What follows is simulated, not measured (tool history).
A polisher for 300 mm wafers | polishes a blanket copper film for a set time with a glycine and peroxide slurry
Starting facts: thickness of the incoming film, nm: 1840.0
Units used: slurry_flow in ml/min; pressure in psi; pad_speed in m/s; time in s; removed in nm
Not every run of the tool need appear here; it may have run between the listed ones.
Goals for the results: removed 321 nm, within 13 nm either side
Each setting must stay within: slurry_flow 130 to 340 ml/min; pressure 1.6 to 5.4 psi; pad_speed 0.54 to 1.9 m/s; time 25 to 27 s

| run | hour | slurry_flow | pressure | pad_speed | time | removed |
|---|---|---|---|---|---|---|
| 1 | 0 | 220 | 3.5 | 1.22 | 27 | 212.26 |
| 2 | 0.8 | 220 | 3.8 | 1.22 | 27 | 221.1 |
| 3 | 4 | 220 | 4.1 | 1.24 | 27 | 233.66 |
| 4 | 11.6 | 250 | 4.1 | 1.24 | 27 | 242.45 |
| 5 | 19.2 | 250 | 4.1 | 1.24 | 27 | 241.33 |
| 6 | 26 | 250 | 4.7 | 1.24 | 27 | 268.11 |
| 7 | 29.5 | 250 | 4.9 | 1.26 | 27 | 285.17 |
| 8 | 31.4 | 250 | 5 | 1.26 | 27 | 290.71 |
| 9 | 40 | 250 | 5.1 | 1.26 | 27 | 293.27 |
| 10 | 40.5 | 250 | 5.2 | 1.26 | 27 | 296.23 |
| 11 | 46.6 | 255 | 5.2 | 1.28 | 27 | 303.07 |

Exercise: of the 4 proposed moves below, exactly one satisfies all targets within the stated allowed misses. Which move is it?
| A | 52.7 | 245 | 5.3 | 1.26 | 25 | ? |
| B | 52.7 | 265 | 5.4 | 1.18 | 27 | ? |
| C | 52.7 | 290 | 5.4 | 1.3 | 27 | ? |
| D | 52.7 | 255 | 5.4 | 1.2 | 27 | ? |

| move | removed |
|---|---|
| A | 281.91 |
| B | 294.7 |
| C | 322.08 |
| D | 297.84 |
A: misses by more than the last run did
B: misses by more than the last run did
C: every result within its allowed miss
D: misses by more than the last run did
The move that meets every target is C.
